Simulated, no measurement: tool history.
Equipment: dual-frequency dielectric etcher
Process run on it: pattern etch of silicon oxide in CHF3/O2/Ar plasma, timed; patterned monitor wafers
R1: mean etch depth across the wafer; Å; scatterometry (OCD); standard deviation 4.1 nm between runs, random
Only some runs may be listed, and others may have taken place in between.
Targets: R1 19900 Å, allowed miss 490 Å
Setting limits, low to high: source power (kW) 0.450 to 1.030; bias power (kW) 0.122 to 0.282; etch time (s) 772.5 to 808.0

Run 1, day 0.000: source power (kW) 0.740, bias power (kW) 0.202, etch time (s) 772.5. Result: R1 16620 Å.
Run 2, day 0.133: source power (kW) 0.740, bias power (kW) 0.202, etch time (s) 772.5. Result: R1 16611 Å.
Run 3, day 0.479: source power (kW) 0.790, bias power (kW) 0.210, etch time (s) 775.0. Result: R1 17287 Å.
Run 4, day 0.729: source power (kW) 0.790, bias power (kW) 0.210, etch time (s) 808.0. Result: R1 18064 Å.
Run 5, day 1.088: source power (kW) 0.790, bias power (kW) 0.193, etch time (s) 808.0. Result: R1 17423 Å.
Run 6, day 1.383: source power (kW) 0.830, bias power (kW) 0.202, etch time (s) 808.0. Result: R1 17997 Å.
Run 7, day 1.442: source power (kW) 0.860, bias power (kW) 0.210, etch time (s) 808.0. Result: R1 18584 Å.
Run 8, day 1.483: source power (kW) 0.890, bias power (kW) 0.214, etch time (s) 808.0. Result: R1 18904 Å.
Run 9, day 1.550: source power (kW) 0.910, bias power (kW) 0.217, etch time (s) 808.0. Result: R1 19147 Å.

Of the 5 settings listed for the next run, only one would bring every result within its allowed miss of target. Which one?
Run A, day 1.617: source power (kW) 0.900, bias power (kW) 0.216, etch time (s) 789.0. Result: R1 ?.
Run B, day 1.617: source power (kW) 0.880, bias power (kW) 0.280, etch time (s) 772.5. Result: R1 ?.
Run C, day 1.617: source power (kW) 1.030, bias power (kW) 0.260, etch time (s) 793.0. Result: R1 ?.
Run D, day 1.617: source power (kW) 0.860, bias power (kW) 0.215, etch time (s) 799.5. Result: R1 ?.
Run E, day 1.617: source power (kW) 0.980, bias power (kW) 0.249, etch time (s) 804.0. Result: R1 ?.

move     R1
   A  18547
   B  20085
   C  21054
   D  18478
   E  20623
A: moves away from the targets compared with the last run
B: in spec on every target
C: the result that was furthest off in the last run now lies on the other side of its target
D: moves away from the targets compared with the last run
E: the result that was furthest off in the last run now lies on the other side of its target
So the answer is move B, the one that meets all the targets.
